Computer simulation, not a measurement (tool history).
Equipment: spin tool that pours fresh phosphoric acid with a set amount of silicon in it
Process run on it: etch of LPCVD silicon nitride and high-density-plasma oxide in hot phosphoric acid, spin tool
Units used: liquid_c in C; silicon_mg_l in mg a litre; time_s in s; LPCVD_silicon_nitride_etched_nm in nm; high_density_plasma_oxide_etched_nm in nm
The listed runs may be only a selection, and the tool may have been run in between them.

run	hour	liquid_c	silicon_mg_l	time_s	LPCVD_silicon_nitride_etched_nm	high_density_plasma_oxide_etched_nm
1	0	162	19.5	180	18.428	0.61778
2	8.3	162	8.5	180	18.592	0.84411
3	13.8	162	13	180	18.532	0.68063
4	21.8	163.5	18.5	205	22.154	0.81198
5	23.3	164	24	225	24.688	0.69339
6	27.9	164	34	225	24.75	0.52128

Forecast run 7:
7	36.8	164.5	32.5	240	?	?

LPCVD_silicon_nitride_etched_nm: 26.787 nm
high_density_plasma_oxide_etched_nm: 0.56769 nm
